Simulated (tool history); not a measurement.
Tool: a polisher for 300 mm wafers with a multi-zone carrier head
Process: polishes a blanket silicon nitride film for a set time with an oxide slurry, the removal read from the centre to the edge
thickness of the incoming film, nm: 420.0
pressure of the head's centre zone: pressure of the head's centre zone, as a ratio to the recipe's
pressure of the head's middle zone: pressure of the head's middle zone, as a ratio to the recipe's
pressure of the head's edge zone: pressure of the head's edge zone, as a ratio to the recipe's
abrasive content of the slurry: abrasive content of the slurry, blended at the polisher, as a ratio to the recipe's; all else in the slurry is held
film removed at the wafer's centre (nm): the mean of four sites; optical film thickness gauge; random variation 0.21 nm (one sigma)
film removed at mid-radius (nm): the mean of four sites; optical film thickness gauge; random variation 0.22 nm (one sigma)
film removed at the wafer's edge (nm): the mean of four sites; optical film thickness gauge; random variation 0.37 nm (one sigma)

run,day,flow of slurry (ml/min),pressure of the head's centre zone,pressure of the head's middle zone,pressure of the head's edge zone,abrasive content of the slurry,polishing time (s),film removed at the wafer's centre (nm),film removed at mid-radius (nm),film removed at the wafer's edge (nm)
1,0,155,1,1,1,1,41,30.465,28.946,29.441
2,0.058,155,0.97,1,1,1,41,29.848,28.782,28.99
3,0.338,155,0.97,1,1,1.15,41,31.681,30.583,30.662
4,0.617,155,0.97,1,1,1.15,48,36.331,35.857,35.385
5,0.746,150,0.98,1.01,0.97,1.1,48,35.924,35.126,34.62
6,1.096,155,0.99,1.03,0.94,1.05,48,36.009,35.321,33.235
7,1.171,150,0.99,1.04,0.92,1.05,48,35.671,35.617,32.003
8,1.4,105,0.99,1.03,0.85,1.05,48,32.599,32.332,30.308
9,1.625,110,0.99,1.04,0.84,1.05,48,32.944,32.856,30.605

Run 10 comes next. What will it give?
10,1.904,115,0.99,1.05,0.84,1.05,48,?,?,?

Run 10 gave film removed at the wafer's centre (nm) 33.425, film removed at mid-radius (nm) 33.483, film removed at the wafer's edge (nm) 30.215.
